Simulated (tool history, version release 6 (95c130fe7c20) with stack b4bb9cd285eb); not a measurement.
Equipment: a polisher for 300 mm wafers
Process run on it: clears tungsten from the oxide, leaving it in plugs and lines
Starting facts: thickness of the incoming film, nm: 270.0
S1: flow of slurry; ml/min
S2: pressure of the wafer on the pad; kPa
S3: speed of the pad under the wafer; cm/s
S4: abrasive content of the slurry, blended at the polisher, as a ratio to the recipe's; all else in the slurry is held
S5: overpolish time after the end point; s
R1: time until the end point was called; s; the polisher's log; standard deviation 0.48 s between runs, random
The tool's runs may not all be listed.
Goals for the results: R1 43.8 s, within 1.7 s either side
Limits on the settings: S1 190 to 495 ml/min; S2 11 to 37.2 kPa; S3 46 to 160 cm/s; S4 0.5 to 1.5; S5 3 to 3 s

run,day,S1,S2,S3,S4,S5,R1
1,0,320,24.1,102,1,3,59.353
2,0.217,320,26.2,102,1,3,54.352
3,0.404,320,27.6,102,1,3,52.196
4,0.65,320,29,102,1,3,50.257
5,0.696,320,29,102,1,3,50.726
6,0.746,245,29,102,1,3,51.117
7,0.862,245,29,102,1,3,50.213
8,0.946,245,30.3,102,1,3,48.322
9,1.071,245,31,102,1,3,46.706
10,1.317,245,31.7,102,1,3,46.484
11,1.642,245,32.4,102,1,3,46.11

Next run, 4 choices. One meets every target within its allowed miss, the rest don't. Which?
A,1.967,220,33.1,118,1,3,?
B,1.967,190,33.1,100,1.45,3,?
C,1.967,295,26.9,112,1.05,3,?
D,1.967,190,33.8,120,0.75,3,?

move,R1
A,39.162
B,43.461
C,48.796
D,40.224
A: takes the biggest miss from the last run beyond its target
B: every result lands within tolerance
C: the biggest miss grows against the last run
D: takes the biggest miss from the last run beyond its target
The move that meets every target is B.
